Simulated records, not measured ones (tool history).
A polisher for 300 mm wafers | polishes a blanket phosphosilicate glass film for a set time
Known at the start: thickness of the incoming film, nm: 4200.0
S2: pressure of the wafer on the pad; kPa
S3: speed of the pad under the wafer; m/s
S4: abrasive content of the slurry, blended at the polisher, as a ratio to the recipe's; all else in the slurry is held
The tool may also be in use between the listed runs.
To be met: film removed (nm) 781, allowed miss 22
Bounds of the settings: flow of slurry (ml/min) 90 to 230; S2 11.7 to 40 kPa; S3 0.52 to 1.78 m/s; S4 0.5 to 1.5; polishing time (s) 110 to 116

Run 1, hour 0: flow of slurry (ml/min) 150, S2 25.5 kPa, S3 1.14 m/s, S4 1, polishing time (s) 110. Result: film removed (nm) 1020.5.
Run 2, hour 3.1: flow of slurry (ml/min) 145, S2 24.1 kPa, S3 1.14 m/s, S4 1, polishing time (s) 110. Result: film removed (nm) 960.05.
Run 3, hour 6.9: flow of slurry (ml/min) 140, S2 22.8 kPa, S3 1.14 m/s, S4 1, polishing time (s) 110. Result: film removed (nm) 892.3.
Run 4, hour 9.3: flow of slurry (ml/min) 135, S2 22.1 kPa, S3 1.14 m/s, S4 1, polishing time (s) 110. Result: film removed (nm) 873.32.
Run 5, hour 13.8: flow of slurry (ml/min) 135, S2 22.1 kPa, S3 1.14 m/s, S4 1, polishing time (s) 116. Result: film removed (nm) 923.45.
Run 6, hour 21.8: flow of slurry (ml/min) 130, S2 21.4 kPa, S3 1.14 m/s, S4 1, polishing time (s) 116. Result: film removed (nm) 883.48.
Run 7, hour 27.7: flow of slurry (ml/min) 105, S2 18.6 kPa, S3 1.14 m/s, S4 1, polishing time (s) 116. Result: film removed (nm) 754.66.
Run 8, hour 33.3: flow of slurry (ml/min) 110, S2 18.6 kPa, S3 1.14 m/s, S4 1, polishing time (s) 116. Result: film removed (nm) 752.96.

Which of these 5 next moves meets every target?
Run A, hour 38.9: flow of slurry (ml/min) 105, S2 19.3 kPa, S3 1.2 m/s, S4 0.85, polishing time (s) 112. Result: film removed (nm) ?.
Run B, hour 38.9: flow of slurry (ml/min) 125, S2 17.9 kPa, S3 1.02 m/s, S4 1.5, polishing time (s) 116. Result: film removed (nm) ?.
Run C, hour 38.9: flow of slurry (ml/min) 135, S2 18.6 kPa, S3 1.36 m/s, S4 1, polishing time (s) 110. Result: film removed (nm) ?.
Run D, hour 38.9: flow of slurry (ml/min) 95, S2 22.8 kPa, S3 1.1 m/s, S4 0.9, polishing time (s) 110. Result: film removed (nm) ?.
Run E, hour 38.9: flow of slurry (ml/min) 140, S2 19.3 kPa, S3 1.22 m/s, S4 0.95, polishing time (s) 116. Result: film removed (nm) ?.

move  film removed (nm)
   A             714.68
   B             818.71
   C             844.92
   D             779.45
   E              829.7
A: further off than the last run
B: takes the result that was furthest off past its target
C: takes the result that was furthest off past its target
D: meets every target
E: takes the result that was furthest off past its target
Move D is the one to make.
